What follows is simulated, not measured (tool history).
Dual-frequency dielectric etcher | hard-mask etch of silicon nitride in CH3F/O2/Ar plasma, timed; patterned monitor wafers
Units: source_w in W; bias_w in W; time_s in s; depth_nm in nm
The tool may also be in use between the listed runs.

run	hour	source_w	bias_w	time_s	depth_nm
1	0.0	510	97	99.0	83.610
2	7.0	510	106	99.0	86.123
3	8.5	460	98	98.0	80.598
4	12.2	460	98	99.0	80.998
5	19.6	490	98	99.0	82.799
6	28.2	460	98	99.0	80.445
7	31.6	420	94	98.5	76.435
8	38.7	390	91	98.0	72.998
9	46.2	370	90	98.0	71.923
10	55.3	350	89	98.0	69.591
11	63.2	340	89	98.0	68.672

The next listed run, before its measurement:
12	71.2	330	89	98.0	?

Run 12 gave depth_nm 68.623 nm.
